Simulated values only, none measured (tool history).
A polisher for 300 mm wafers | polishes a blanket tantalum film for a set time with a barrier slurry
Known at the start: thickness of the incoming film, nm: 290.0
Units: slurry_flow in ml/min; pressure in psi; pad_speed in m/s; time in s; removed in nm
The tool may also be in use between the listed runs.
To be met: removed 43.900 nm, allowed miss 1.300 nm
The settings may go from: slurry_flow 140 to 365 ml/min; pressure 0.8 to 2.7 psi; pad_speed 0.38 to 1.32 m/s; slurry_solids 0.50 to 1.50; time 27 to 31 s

run	day	slurry_flow	pressure	pad_speed	slurry_solids	time	removed
1	0.000	235	1.7	0.84	1.00	31	37.614
2	0.321	240	1.8	0.84	1.00	31	39.451
3	0.542	240	1.8	0.84	1.00	27	34.969
4	0.712	240	1.8	0.84	1.10	27	35.907
5	0.788	240	1.9	0.84	1.10	27	36.869
6	1.008	240	1.9	0.84	1.00	27	36.358
7	1.133	240	2.0	0.84	1.00	27	37.408
8	1.375	240	2.1	0.84	1.00	27	39.690
9	1.596	240	2.2	0.84	1.00	27	41.077

Which of these 4 next moves meets every target?
A	1.817	250	2.2	0.84	0.95	29	?
B	1.817	315	2.5	0.64	1.25	28	?
C	1.817	260	2.3	0.72	1.00	27	?
D	1.817	210	2.3	0.76	0.90	27	?

move	removed
A	43.041
B	40.028
C	36.743
D	36.272
A: meets every target
B: further off than the last run
C: further off than the last run
D: further off than the last run
Move A is the one to make.
